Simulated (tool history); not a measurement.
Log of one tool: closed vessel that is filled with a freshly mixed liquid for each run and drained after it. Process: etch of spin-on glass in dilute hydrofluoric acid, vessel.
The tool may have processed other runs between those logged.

| run | hour | temperature setpoint of the liquid (C) | parts of water to one part of 49 % hydrofluoric acid (parts by volume) | time in the liquid (s) | thickness taken off the spin-on glass on a monitor wafer (nm) |
|---|---|---|---|---|---|
| 1 | 0 | 25 | 45 | 30 | 32.556 |
| 2 | 2.5 | 25 | 45 | 30 | 32.467 |
| 3 | 9.2 | 25 | 45 | 30 | 32.456 |
| 4 | 12.1 | 25 | 55 | 30 | 26.265 |
| 5 | 15.7 | 26 | 50 | 30 | 30.07 |
| 6 | 23.2 | 26 | 55 | 30 | 27.087 |
| 7 | 27.1 | 27 | 50 | 30 | 31.339 |
| 8 | 34 | 27.5 | 45 | 30 | 35.733 |
|  | 42.2 | hydrofluoric acid flow meter replaced |
| 9 | 42.2 | 28 | 45 | 30 | 39.935 |
| 10 | 47.5 | 32 | 35 | 30 | 61.483 |
| 11 | 48.4 | 32.5 | 35 | 30 | 62.315 |
| 12 | 50.8 | 33 | 35 | 30 | 63.86 |
| 13 | 58.4 | 32.5 | 35 | 30 | 62.585 |
| 14 | 67.5 | 33 | 35 | 30 | 63.562 |
| 15 | 75.8 | 33 | 30 | 30 | 75.829 |

Run 16, settings as shown, results not yet in. Your forecast:
| 16 | 83.3 | 32.5 | 30 | 30 | ? |

{"run 16": {"thickness taken off the spin-on glass on a monitor wafer (nm)": 73.895}}
